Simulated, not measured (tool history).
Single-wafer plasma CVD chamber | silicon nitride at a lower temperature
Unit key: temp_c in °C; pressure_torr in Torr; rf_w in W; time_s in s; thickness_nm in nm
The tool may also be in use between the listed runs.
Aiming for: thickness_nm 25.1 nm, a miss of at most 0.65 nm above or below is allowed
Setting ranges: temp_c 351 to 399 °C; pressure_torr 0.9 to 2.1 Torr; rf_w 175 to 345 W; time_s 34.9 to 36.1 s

run 1 hour=0 | temp_c=375 pressure_torr=1.5 rf_w=260 time_s=34.9 | thickness_nm=34.683
run 2 hour=5 | temp_c=375 pressure_torr=1.36 rf_w=260 time_s=34.9 | thickness_nm=32.976
run 3 hour=10.3 | temp_c=375 pressure_torr=1.22 rf_w=260 time_s=34.9 | thickness_nm=32.107
run 4 hour=15.7 | temp_c=375 pressure_torr=1.18 rf_w=250 time_s=34.9 | thickness_nm=30.274
run 5 hour=20.3 | temp_c=375 pressure_torr=1.15 rf_w=245 time_s=34.9 | thickness_nm=29.608
run 6 hour=28.9 | temp_c=369 pressure_torr=1.15 rf_w=245 time_s=34.9 | thickness_nm=29.394
run 7 hour=36.9 | temp_c=369 pressure_torr=1.12 rf_w=240 time_s=34.9 | thickness_nm=28.802
run 8 hour=37.7 | temp_c=370 pressure_torr=0.9 rf_w=200 time_s=34.9 | thickness_nm=21.483

Which of these 4 next moves meets every target?
run A hour=38.5 | temp_c=368 pressure_torr=1.11 rf_w=220 time_s=36.1 | thickness_nm=?
run B hour=38.5 | temp_c=386 pressure_torr=0.93 rf_w=240 time_s=35.6 | thickness_nm=?
run C hour=38.5 | temp_c=357 pressure_torr=1.01 rf_w=210 time_s=36.1 | thickness_nm=?
run D hour=38.5 | temp_c=374 pressure_torr=0.9 rf_w=240 time_s=36.1 | thickness_nm=?

move=A thickness_nm=27.257
move=B thickness_nm=27.189
move=C thickness_nm=25.082
move=D thickness_nm=27.324
A: pushes the last run's worst result past its target
B: pushes the last run's worst result past its target
C: every result within its allowed miss
D: pushes the last run's worst result past its target
Answer: C

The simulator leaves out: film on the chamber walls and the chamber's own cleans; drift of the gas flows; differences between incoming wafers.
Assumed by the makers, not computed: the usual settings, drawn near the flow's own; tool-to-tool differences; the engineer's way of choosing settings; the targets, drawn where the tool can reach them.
